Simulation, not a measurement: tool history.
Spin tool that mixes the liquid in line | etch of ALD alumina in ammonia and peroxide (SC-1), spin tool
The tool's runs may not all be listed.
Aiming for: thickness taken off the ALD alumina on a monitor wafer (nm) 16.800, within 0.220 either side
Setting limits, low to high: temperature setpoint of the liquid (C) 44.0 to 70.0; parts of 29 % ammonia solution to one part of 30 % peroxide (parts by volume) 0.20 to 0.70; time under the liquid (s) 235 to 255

run	hour	temperature setpoint of the liquid (C)	parts of 29 % ammonia solution to one part of 30 % peroxide (parts by volume)	time under the liquid (s)	thickness taken off the ALD alumina on a monitor wafer (nm)
1	0.0	60.0	0.40	235	14.114
2	8.0	60.0	0.30	235	13.749
3	14.5	61.5	0.30	235	14.885
4	18.7	62.5	0.30	235	15.600
5	24.9	58.0	0.30	235	12.426
6	32.1	60.0	0.30	235	13.734
7	36.9	61.5	0.30	235	14.823
8	41.8	61.5	0.30	235	14.878
9	47.0	62.5	0.30	235	15.560
10	48.7	62.5	0.30	235	15.576
11	52.5	63.0	0.30	235	16.000
12	59.6	63.5	0.30	235	16.364

Next run, 5 choices. One meets every target within its allowed miss, the rest don't. Which?
A	66.7	62.0	0.35	255	?
B	66.7	62.5	0.25	250	?
C	66.7	64.0	0.25	245	?
D	66.7	63.5	0.55	235	?
E	66.7	63.5	0.35	245	?

move	thickness taken off the ALD alumina on a monitor wafer (nm)
A	16.713
B	16.274
C	17.184
D	17.323
E	17.305
A: hits every target within its allowed miss
B: moves away from the targets compared with the last run
C: takes the biggest miss from the last run beyond its target
D: takes the biggest miss from the last run beyond its target
E: takes the biggest miss from the last run beyond its target
Move A is the one to make.
